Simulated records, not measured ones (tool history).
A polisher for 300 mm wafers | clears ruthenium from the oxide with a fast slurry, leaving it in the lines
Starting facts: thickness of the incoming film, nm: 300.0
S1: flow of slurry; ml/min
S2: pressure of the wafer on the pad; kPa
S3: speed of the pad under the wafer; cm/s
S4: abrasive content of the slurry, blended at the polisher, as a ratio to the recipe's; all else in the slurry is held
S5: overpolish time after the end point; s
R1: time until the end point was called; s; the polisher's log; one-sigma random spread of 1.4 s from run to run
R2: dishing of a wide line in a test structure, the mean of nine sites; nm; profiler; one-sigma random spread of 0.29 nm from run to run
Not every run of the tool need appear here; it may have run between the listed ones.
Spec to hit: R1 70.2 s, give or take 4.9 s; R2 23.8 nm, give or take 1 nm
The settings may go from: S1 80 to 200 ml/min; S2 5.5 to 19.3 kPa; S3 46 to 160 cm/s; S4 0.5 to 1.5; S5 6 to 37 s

run	day	S1	S2	S3	S4	S5	R1	R2
1	0	130	12.4	102	1	19	98.069	30.394
2	0.208	130	13.8	102	1	14	87.509	26.971
3	0.404	130	14.5	102	1	12	86.973	25.958
4	0.45	130	15.9	102	1	10	78.399	24.146
5	0.762	130	15.9	88	1	10	88.844	22.109
6	1.033	130	15.9	88	0.8	10	99.681	20.844
7	1.312	130	17.2	92	0.8	10	85.225	21.8
8	1.425	130	17.2	92	0.8	10	86.891	22.394
9	1.592	135	17.9	94	0.8	10	78.78	22.747
10	1.854	135	18.6	94	0.8	10	79.253	23.631
11	2.183	135	18.6	96	0.8	9	79.599	21.888

Of the 4 settings listed for the next run, only one would bring every result within its allowed miss of target. Which one?
A	2.512	170	19.3	92	0.95	9	?	?
B	2.512	155	19.3	120	0.9	6	?	?
C	2.512	130	17.2	98	0.85	10	?	?
D	2.512	145	19.3	112	0.95	9	?	?

move	R1	R2
A	69.36	24.243
B	55.808	21.414
C	80.6	23.559
D	58.834	26.783
A: every result lands within tolerance
B: takes the biggest miss from the last run beyond its target
C: moves away from the targets compared with the last run
D: takes the biggest miss from the last run beyond its target
The move that meets every target is A.
